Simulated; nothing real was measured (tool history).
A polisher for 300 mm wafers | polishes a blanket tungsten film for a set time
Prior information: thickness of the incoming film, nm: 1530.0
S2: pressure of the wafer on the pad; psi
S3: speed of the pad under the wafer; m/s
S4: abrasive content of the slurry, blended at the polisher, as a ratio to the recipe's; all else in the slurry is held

Run 1, hour 0: flow of slurry (ml/min) 315, S2 4.2 psi, S3 0.94 m/s, S4 1, polishing time (s) 66. Result: film removed (Å) 3109.2.
Run 2, hour 2.2: flow of slurry (ml/min) 260, S2 4.2 psi, S3 0.94 m/s, S4 1, polishing time (s) 66. Result: film removed (Å) 3048.5.
Run 3, hour 5.4: flow of slurry (ml/min) 260, S2 4.2 psi, S3 0.82 m/s, S4 1, polishing time (s) 66. Result: film removed (Å) 2654.9.
Run 4, hour 9.8: flow of slurry (ml/min) 260, S2 3.9 psi, S3 0.82 m/s, S4 1, polishing time (s) 66. Result: film removed (Å) 2495.9.
Run 5, hour 11.5: flow of slurry (ml/min) 260, S2 3.9 psi, S3 0.82 m/s, S4 1.15, polishing time (s) 66. Result: film removed (Å) 2514.6.
Run 6, hour 12.1: flow of slurry (ml/min) 260, S2 3.3 psi, S3 0.82 m/s, S4 1.15, polishing time (s) 66. Result: film removed (Å) 2209.3.
Run 7, hour 19.3: flow of slurry (ml/min) 260, S2 2.1 psi, S3 0.8 m/s, S4 1.15, polishing time (s) 66. Result: film removed (Å) 1407.3.

Run 8 has not been measured yet. What should we expect?
Run 8, hour 27.2: flow of slurry (ml/min) 260, S2 2.1 psi, S3 0.8 m/s, S4 1.15, polishing time (s) 66. Result: film removed (Å) ?.

Run 8 gave film removed (Å) 1422.4.
